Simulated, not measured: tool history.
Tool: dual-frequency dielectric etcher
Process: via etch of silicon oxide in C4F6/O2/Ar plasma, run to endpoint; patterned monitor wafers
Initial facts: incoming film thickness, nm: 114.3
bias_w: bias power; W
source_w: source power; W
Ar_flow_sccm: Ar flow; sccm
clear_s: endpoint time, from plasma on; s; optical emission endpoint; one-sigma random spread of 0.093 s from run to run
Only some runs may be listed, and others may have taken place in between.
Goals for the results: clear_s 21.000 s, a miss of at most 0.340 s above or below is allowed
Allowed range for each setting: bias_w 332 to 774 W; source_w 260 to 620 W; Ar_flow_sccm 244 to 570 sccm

run,hour,bias_w,source_w,Ar_flow_sccm,clear_s
1,0.0,553,440,407,23.735
2,6.9,553,440,479,24.037
3,9.3,588,440,478,23.798
4,16.8,588,440,443,23.374
5,24.2,617,440,442,23.022
6,29.4,643,440,441,22.747
7,31.6,665,440,440,22.589
8,38.8,683,450,439,22.018

Consider the 4 candidate settings below. Which is the only one whose results all fall within their allowed miss of target?
A,46.0,623,400,413,?
B,46.0,758,450,395,?
C,46.0,651,390,399,?
D,46.0,565,430,441,?

move,clear_s
A,23.835
B,20.889
C,23.743
D,23.798
A: its largest miss is bigger than the last run's
B: all results land within tolerance of their targets
C: its largest miss is bigger than the last run's
D: its largest miss is bigger than the last run's
B is the move that brings every result within its allowed miss.
